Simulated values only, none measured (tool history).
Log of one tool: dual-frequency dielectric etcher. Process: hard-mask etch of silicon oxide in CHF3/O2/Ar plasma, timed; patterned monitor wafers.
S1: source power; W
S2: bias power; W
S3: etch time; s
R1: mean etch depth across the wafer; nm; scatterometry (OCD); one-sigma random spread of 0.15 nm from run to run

run  hour    S1   S2  S3      R1
  1   0.0   880  215  13  31.064
  2   2.8   830  212  13  29.760
  3  10.9   910  212  13  31.960
  4  17.9   970  212  13  32.666
  5  18.7   920  210  13  31.506
  6  26.6  1030  210  13  33.872
  7  32.4   970  207  13  32.307

Run 8 has not been measured yet. What should we expect?
  8  36.8  920  205  13   ?

R1: 31.242 nm
